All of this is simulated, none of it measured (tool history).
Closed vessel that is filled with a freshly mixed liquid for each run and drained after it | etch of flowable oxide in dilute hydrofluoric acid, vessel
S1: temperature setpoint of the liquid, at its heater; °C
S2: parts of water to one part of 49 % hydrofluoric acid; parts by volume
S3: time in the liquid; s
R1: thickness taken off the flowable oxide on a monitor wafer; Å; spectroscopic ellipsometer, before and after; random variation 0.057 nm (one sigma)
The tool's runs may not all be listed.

run 1 day=0.000 | S1=24.0 S2=210 S3=30 | R1=72.935
run 2 day=0.075 | S1=24.0 S2=210 S3=30 | R1=72.554
run 3 day=0.104 | S1=25.5 S2=210 S3=30 | R1=76.393
run 4 day=0.458 | S1=25.0 S2=210 S3=30 | R1=75.587
run 5 day=0.504 | S1=25.0 S2=180 S3=30 | R1=92.569
run 6 day=0.742 | S1=24.0 S2=185 S3=30 | R1=84.233
run 7 day=0.967 | S1=23.5 S2=185 S3=30 | R1=81.743

Expected results for the next run?
run 8 day=1.050 | S1=23.0 S2=185 S3=30 | R1=?

Logged for run 8: R1 82.020 Å.
